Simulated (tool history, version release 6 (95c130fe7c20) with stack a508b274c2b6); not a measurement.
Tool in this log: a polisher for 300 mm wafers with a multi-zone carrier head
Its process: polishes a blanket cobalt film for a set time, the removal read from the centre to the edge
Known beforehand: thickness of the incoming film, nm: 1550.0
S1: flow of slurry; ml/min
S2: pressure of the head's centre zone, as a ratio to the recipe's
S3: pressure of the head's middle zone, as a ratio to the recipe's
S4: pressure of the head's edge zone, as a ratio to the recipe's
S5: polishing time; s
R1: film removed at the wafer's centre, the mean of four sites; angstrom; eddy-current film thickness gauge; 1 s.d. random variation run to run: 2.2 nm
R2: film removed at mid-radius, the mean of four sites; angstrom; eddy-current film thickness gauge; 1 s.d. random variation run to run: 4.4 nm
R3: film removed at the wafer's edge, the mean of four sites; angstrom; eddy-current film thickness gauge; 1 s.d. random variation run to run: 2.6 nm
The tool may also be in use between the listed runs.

{"run": 1, "hour": 0.0, "S1": 220, "S2": 1, "S3": 1, "S4": 1, "S5": 61, "R1": 3578.9, "R2": 3526.3, "R3": 3583}
{"run": 2, "hour": 3.3, "S1": 220, "S2": 1, "S3": 1.08, "S4": 1, "S5": 61, "R1": 3572, "R2": 3755.7, "R3": 3569.3}
{"run": 3, "hour": 7.3, "S1": 220, "S2": 1, "S3": 1.16, "S4": 1, "S5": 61, "R1": 3657.2, "R2": 4034.7, "R3": 3521}
{"run": 4, "hour": 10.8, "S1": 220, "S2": 1, "S3": 1.19, "S4": 1, "S5": 61, "R1": 3607.6, "R2": 4164.5, "R3": 3529}
{"run": 5, "hour": 12.0, "S1": 210, "S2": 1.01, "S3": 1.13, "S4": 0.96, "S5": 60, "R1": 3560.7, "R2": 3866, "R3": 3393.6}
{"run": 6, "hour": 20.9, "S1": 200, "S2": 1.02, "S3": 1.08, "S4": 0.94, "S5": 59, "R1": 3497.3, "R2": 3543.8, "R3": 3294.7}
{"run": 7, "hour": 28.1, "S1": 190, "S2": 1.02, "S3": 1.06, "S4": 0.93, "S5": 59, "R1": 3476.7, "R2": 3569.3, "R3": 3272.8}
{"run": 8, "hour": 32.4, "S1": 190, "S2": 1.02, "S3": 1.03, "S4": 0.92, "S5": 59, "R1": 3470.1, "R2": 3462.2, "R3": 3240.3}
{"run": 9, "hour": 37.1, "S1": 190, "S2": 1.02, "S3": 1.03, "S4": 0.92, "S5": 59, "R1": 3422.5, "R2": 3382, "R3": 3273.6}

Expected results for the next run?
{"run": 10, "hour": 41.6, "S1": 185, "S2": 1.03, "S3": 1.02, "S4": 0.9, "S5": 59, "R1": "?", "R2": "?", "R3": "?"}

Logged for run 10: R1 3465 angstrom, R2 3386.1 angstrom, R3 3232.2 angstrom.
